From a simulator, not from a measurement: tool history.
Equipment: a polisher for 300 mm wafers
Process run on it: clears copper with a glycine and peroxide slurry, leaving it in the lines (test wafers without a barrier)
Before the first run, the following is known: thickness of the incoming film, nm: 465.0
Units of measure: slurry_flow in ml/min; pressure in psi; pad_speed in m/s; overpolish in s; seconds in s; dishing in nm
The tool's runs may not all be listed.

| run | hour | slurry_flow | pressure | pad_speed | overpolish | seconds | dishing |
|---|---|---|---|---|---|---|---|
| 1 | 0 | 220 | 2 | 1.02 | 24 | 93.656 | 64.39 |
| 2 | 3.3 | 220 | 1.8 | 1.02 | 21 | 101.96 | 53.825 |
| 3 | 7.3 | 220 | 1.3 | 1.02 | 21 | 129.15 | 44.989 |
| 4 | 11.3 | 195 | 1.3 | 1.02 | 21 | 131.38 | 44.777 |
| 5 | 12.4 | 170 | 1.3 | 1.02 | 21 | 133.12 | 43.232 |
| 6 | 17.5 | 170 | 1.3 | 1.02 | 27 | 133.82 | 52.571 |
| 7 | 20.8 | 170 | 1.3 | 1.02 | 24 | 133.47 | 48.141 |
| 8 | 25 | 175 | 1.1 | 1.04 | 13 | 144.37 | 27.411 |
| 9 | 25.7 | 185 | 1.1 | 1.04 | 14 | 144.34 | 29.207 |
| 10 | 33 | 205 | 1.2 | 1.04 | 16 | 135.6 | 35.222 |
| 11 | 37.7 | 200 | 1.2 | 1.04 | 16 | 132.92 | 34.188 |

Run 12 is up next; what results do you expect?
| 12 | 39.2 | 200 | 1.2 | 1.04 | 16 | ? | ? |

Run 12 came out at seconds 134.22 s, dishing 35.529 nm.

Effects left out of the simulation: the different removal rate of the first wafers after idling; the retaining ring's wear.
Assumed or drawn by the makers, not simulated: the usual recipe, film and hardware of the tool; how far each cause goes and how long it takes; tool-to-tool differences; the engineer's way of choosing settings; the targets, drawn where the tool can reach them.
